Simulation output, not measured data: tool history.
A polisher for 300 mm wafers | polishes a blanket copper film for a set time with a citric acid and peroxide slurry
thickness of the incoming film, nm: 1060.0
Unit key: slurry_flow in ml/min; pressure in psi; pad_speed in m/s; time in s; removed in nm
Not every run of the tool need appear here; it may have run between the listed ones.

| run | hour | slurry_flow | pressure | pad_speed | slurry_solids | time | removed |
|---|---|---|---|---|---|---|---|
| 1 | 0 | 230 | 2.3 | 0.82 | 1 | 24 | 35.439 |
| 2 | 4 | 230 | 2.7 | 0.84 | 1 | 24 | 42.103 |
| 3 | 8.4 | 230 | 3 | 0.88 | 1 | 24 | 49.098 |
| 4 | 14.9 | 230 | 3 | 0.88 | 1 | 22 | 45.381 |
| 5 | 21.3 | 230 | 3 | 0.88 | 1.2 | 22 | 46.16 |
| 6 | 28.9 | 230 | 3.2 | 0.92 | 1.2 | 22 | 51.919 |
| 7 | 32.9 | 230 | 3.3 | 0.94 | 1.2 | 22 | 54.06 |
| 8 | 37.5 | 230 | 3.4 | 0.98 | 1.2 | 22 | 57.706 |

For run 9, what comes out?
| 9 | 43.4 | 230 | 3.5 | 1 | 1.2 | 22 | ? |

Logged for run 9: removed 61.412 nm.
